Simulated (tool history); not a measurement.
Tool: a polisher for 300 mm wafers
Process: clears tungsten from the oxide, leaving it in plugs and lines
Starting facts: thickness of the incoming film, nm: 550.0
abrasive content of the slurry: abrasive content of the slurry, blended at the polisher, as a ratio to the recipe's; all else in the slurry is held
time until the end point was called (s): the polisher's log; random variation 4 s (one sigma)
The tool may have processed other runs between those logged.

| run | hour | flow of slurry (ml/min) | pressure of the wafer on the pad (kPa) | speed of the pad under the wafer (m/s) | abrasive content of the slurry | overpolish time after the end point (s) | time until the end point was called (s) |
|---|---|---|---|---|---|---|---|
| 1 | 0.0 | 210 | 26.9 | 1.02 | 1.0 | 9 | 116.96 |
| 2 | 6.6 | 210 | 24.1 | 1.02 | 1.0 | 9 | 130.15 |
| 3 | 15.2 | 210 | 24.1 | 1.02 | 1.0 | 9 | 135.12 |
| 4 | 18.5 | 210 | 23.4 | 1.02 | 1.0 | 9 | 135.66 |
| 5 | 26.1 | 210 | 23.4 | 1.02 | 1.0 | 9 | 139.29 |
| 6 | 33.8 | 250 | 23.4 | 1.02 | 1.0 | 9 | 128.79 |
| 7 | 41.9 | 245 | 22.1 | 1.02 | 1.0 | 9 | 141.75 |
| 8 | 44.6 | 245 | 21.4 | 1.02 | 1.0 | 9 | 142.73 |
| 9 | 46.4 | 245 | 20.7 | 1.02 | 1.0 | 9 | 149.54 |
| 10 | 49.5 | 245 | 20.7 | 1.02 | 1.0 | 9 | 148.91 |
| 11 | 54.1 | 245 | 20.0 | 1.02 | 1.0 | 9 | 158.20 |

Expected results for the next run?
| 12 | 62.5 | 245 | 19.3 | 1.02 | 1.0 | 9 | ? |

time until the end point was called (s): 158.81

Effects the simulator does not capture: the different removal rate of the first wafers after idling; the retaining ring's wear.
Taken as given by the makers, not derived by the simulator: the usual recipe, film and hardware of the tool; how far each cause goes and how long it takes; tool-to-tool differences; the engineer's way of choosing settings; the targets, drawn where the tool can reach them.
